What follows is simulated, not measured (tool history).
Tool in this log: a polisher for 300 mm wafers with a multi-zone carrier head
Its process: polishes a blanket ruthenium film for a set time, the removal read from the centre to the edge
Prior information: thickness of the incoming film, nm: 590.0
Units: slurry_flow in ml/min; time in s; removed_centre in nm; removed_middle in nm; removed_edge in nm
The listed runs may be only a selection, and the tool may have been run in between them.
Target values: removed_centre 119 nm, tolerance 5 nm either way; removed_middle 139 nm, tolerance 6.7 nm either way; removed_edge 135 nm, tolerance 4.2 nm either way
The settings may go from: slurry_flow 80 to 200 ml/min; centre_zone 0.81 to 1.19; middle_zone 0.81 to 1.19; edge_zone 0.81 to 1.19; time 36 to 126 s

run	hour	slurry_flow	centre_zone	middle_zone	edge_zone	time	removed_centre	removed_middle	removed_edge
1	0	130	1	1	1	81	108.63	107.53	105.96
2	5	135	0.98	1.02	1.03	83	109.19	111.34	112.31
3	11.2	140	0.97	1.05	1.05	84	111.6	117.05	113.03
4	12.8	140	1.05	1.05	1.05	84	119.03	114.56	113.46
5	15.8	145	1.02	1.06	1.07	85	115.83	117.71	114.96
6	23.9	150	1	1.07	1.09	87	121.62	125.66	121.86
7	28.9	155	0.98	1.07	1.11	87	119.76	124.22	121.7
8	36.4	155	0.96	1.08	1.12	88	115.59	128.85	123.66
9	43.5	160	0.95	1.08	1.13	89	118.81	132.85	128.76
10	51.1	175	0.91	1.1	1.16	89	116.25	133.73	130.61

4 candidate next runs follow, results not yet known. Just one meets every target within its allowed miss. Identify it.
A	58.7	145	0.93	1.13	1.19	93	?	?	?
B	58.7	110	0.87	1.09	1.14	101	?	?	?
C	58.7	185	0.95	1.02	1.13	88	?	?	?
D	58.7	150	0.95	1.16	1.12	91	?	?	?

move	removed_centre	removed_middle	removed_edge
A	119.27	137.34	135.71
B	111.9	135.27	137.33
C	121.26	125.43	129.41
D	120.22	138.21	129.3
A: all results land within tolerance of their targets
B: gets the furthest-off result to its target, but another result is out of tolerance
C: its largest miss is bigger than the last run's
D: its largest miss is bigger than the last run's
The right move is A.
